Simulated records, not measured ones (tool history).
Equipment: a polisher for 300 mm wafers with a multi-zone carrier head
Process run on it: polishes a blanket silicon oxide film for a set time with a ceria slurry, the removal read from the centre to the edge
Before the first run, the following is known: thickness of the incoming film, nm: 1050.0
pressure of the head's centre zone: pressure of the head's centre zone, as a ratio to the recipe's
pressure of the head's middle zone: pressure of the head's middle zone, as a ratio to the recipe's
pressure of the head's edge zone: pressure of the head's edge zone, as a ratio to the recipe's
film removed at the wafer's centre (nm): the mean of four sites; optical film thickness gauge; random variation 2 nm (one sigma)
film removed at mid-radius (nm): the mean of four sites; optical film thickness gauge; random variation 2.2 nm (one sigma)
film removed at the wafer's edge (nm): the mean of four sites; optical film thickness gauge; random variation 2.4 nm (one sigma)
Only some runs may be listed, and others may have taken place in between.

run	hour	flow of slurry (ml/min)	pressure of the head's centre zone	pressure of the head's middle zone	pressure of the head's edge zone	polishing time (s)	film removed at the wafer's centre (nm)	film removed at mid-radius (nm)	film removed at the wafer's edge (nm)
1	0	255	1	1	1	61	244.67	245.91	242.74
2	8.2	255	1	0.96	1	61	238.88	242.32	244.62
3	10.4	255	1	0.99	1	61	244.84	247.65	248.03
4	17.9	220	1	0.99	1	61	237.08	240.83	251.38
5	19.1	210	0.98	0.97	1	55	211.93	214.26	216.71
# hour 24: worn pad replaced by a new one
6	24	210	0.98	0.97	0.96	55	223.07	227.79	225.34
7	26.5	195	0.96	0.96	1.02	52	202.81	205.16	226.38
8	35.1	195	0.94	0.96	1.03	46	176.24	178.82	193.66

What will run 9 give?
9	41.4	170	0.84	0.88	1.11	42	?	?	?

film removed at the wafer's centre (nm): 142.06
film removed at mid-radius (nm): 154.66
film removed at the wafer's edge (nm): 182.16

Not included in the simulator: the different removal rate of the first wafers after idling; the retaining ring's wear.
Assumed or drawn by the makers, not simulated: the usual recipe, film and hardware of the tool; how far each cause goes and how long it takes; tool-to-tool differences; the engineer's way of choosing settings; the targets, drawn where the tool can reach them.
